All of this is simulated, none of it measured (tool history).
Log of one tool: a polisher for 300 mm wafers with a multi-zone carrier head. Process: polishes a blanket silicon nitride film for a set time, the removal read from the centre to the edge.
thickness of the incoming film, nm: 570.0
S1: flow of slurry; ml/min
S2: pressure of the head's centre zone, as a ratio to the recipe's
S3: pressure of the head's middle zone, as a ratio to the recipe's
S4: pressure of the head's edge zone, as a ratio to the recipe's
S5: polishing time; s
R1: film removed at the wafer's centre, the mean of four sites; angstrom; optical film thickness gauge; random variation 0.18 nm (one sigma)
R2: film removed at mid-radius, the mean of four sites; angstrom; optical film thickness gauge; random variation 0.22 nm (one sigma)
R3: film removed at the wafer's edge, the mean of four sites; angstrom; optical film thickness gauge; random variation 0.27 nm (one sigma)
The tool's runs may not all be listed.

run,day,S1,S2,S3,S4,S5,R1,R2,R3
1,0,195,1,1,1,30,325.62,346.15,341.07
2,0.104,190,1.01,0.97,0.97,27,299.44,302.8,305.36
3,0.442,190,1.04,0.97,0.97,27,304.52,302.78,302.85
4,0.733,185,1.04,0.95,0.95,25,281.17,274.97,269.39
5,0.8,175,1.03,0.92,0.95,24,265.57,259.27,261.12
6,0.829,175,1.03,0.98,0.95,24,264.39,272.65,267.79
7,0.933,140,1.03,0.88,0.92,18,193.63,187.65,189.4
8,1.158,155,1.04,0.87,0.93,18,194.38,183.21,191.39
9,1.529,170,1.05,0.88,0.94,18,201.85,190.96,200
10,1.871,180,1.06,0.88,0.94,18,204.64,190.81,197.97
11,2.058,190,1.07,0.88,0.95,18,210.87,192.36,201.01
12,2.396,195,1.07,0.88,0.96,18,209.44,194.42,197.03
13,2.725,190,1.07,0.87,0.97,18,207.32,190.32,199.87
14,3.046,200,1.08,0.87,0.98,18,213.93,192.03,200.87

The next listed run, before its measurement:
15,3.279,205,1.08,0.87,0.99,18,?,?,?

Run 15 gave R1 212.57 angstrom, R2 189.7 angstrom, R3 209.48 angstrom.
